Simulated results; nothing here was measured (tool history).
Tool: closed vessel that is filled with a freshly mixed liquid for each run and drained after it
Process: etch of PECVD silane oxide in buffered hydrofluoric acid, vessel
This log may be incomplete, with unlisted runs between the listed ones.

run,hour,temperature setpoint of the liquid (°C),parts of 40 % ammonium fluoride to one part of 49 % hydrofluoric acid (parts by volume),time in the liquid (s),thickness taken off the PECVD silane oxide on a monitor wafer (nm)
1,0.0,23.0,14.5,105,232.28
2,7.4,26.0,14.5,105,275.44
3,12.7,26.0,14.5,105,273.46
4,14.3,26.5,14.0,105,294.97
5,15.9,23.5,14.0,105,247.09
6,25.0,24.5,14.0,105,259.14
7,26.4,25.0,14.0,105,269.62
8,32.4,25.5,14.0,105,278.06
9,33.7,26.0,14.0,105,284.57
10,42.7,26.5,14.0,105,291.02
11,44.9,27.0,14.0,105,298.60
12,48.2,27.5,14.0,105,305.11

Estimate the outcome of run 13 from the log above:
13,57.2,31.0,11.5,105,?

{"run 13": {"thickness taken off the PECVD silane oxide on a monitor wafer (nm)": 445.28}}
